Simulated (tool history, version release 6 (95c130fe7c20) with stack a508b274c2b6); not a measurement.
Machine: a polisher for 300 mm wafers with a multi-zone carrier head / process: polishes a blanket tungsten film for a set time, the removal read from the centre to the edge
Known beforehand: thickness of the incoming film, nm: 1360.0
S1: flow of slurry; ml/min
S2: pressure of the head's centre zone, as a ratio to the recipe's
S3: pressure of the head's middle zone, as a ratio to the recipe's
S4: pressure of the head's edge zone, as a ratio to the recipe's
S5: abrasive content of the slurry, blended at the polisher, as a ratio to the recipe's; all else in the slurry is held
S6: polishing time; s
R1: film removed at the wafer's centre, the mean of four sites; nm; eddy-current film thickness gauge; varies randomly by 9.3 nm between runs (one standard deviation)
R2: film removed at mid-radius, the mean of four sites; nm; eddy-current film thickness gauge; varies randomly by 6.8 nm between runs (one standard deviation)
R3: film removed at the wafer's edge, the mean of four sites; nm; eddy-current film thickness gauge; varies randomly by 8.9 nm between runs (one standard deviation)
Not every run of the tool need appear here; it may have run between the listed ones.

| run | hour | S1 | S2 | S3 | S4 | S5 | S6 | R1 | R2 | R3 |
|---|---|---|---|---|---|---|---|---|---|---|
| 1 | 0.0 | 135 | 1.00 | 1.00 | 1.00 | 1.00 | 75 | 493.05 | 476.10 | 507.11 |
| 2 | 1.2 | 135 | 1.00 | 1.00 | 1.08 | 1.00 | 75 | 479.90 | 489.02 | 518.77 |
| 3 | 9.7 | 135 | 1.00 | 1.00 | 1.08 | 0.90 | 75 | 465.46 | 464.89 | 503.32 |
| 4 | 12.0 | 155 | 1.00 | 1.00 | 1.08 | 0.90 | 75 | 483.78 | 482.54 | 503.62 |
| 5 | 19.6 | 140 | 1.00 | 1.00 | 1.08 | 0.90 | 75 | 476.25 | 478.70 | 512.42 |
| 6 | 21.6 | 140 | 1.01 | 1.02 | 1.08 | 0.95 | 76 | 513.48 | 490.92 | 516.92 |
| 7 | 26.6 | 175 | 0.91 | 1.12 | 1.02 | 1.20 | 95 | 649.40 | 755.96 | 710.46 |
|  | 32.7 | slurry nozzle cleaned |
| 8 | 32.7 | 180 | 0.92 | 1.12 | 1.01 | 1.20 | 95 | 709.96 | 817.41 | 723.82 |
| 9 | 33.9 | 175 | 0.95 | 1.10 | 0.96 | 1.00 | 93 | 663.36 | 733.64 | 666.96 |
| 10 | 40.4 | 180 | 0.95 | 1.10 | 0.96 | 1.00 | 93 | 665.28 | 727.77 | 671.79 |
| 11 | 46.4 | 180 | 0.95 | 1.11 | 0.96 | 1.00 | 93 | 671.77 | 745.74 | 675.56 |

Run 12, settings as shown, results not yet in. Your forecast:
| 12 | 52.1 | 195 | 0.96 | 1.12 | 0.95 | 0.95 | 92 | ? | ? | ? |

{"run 12": {"R1": 667.94, "R2": 736.31, "R3": 672.59}}

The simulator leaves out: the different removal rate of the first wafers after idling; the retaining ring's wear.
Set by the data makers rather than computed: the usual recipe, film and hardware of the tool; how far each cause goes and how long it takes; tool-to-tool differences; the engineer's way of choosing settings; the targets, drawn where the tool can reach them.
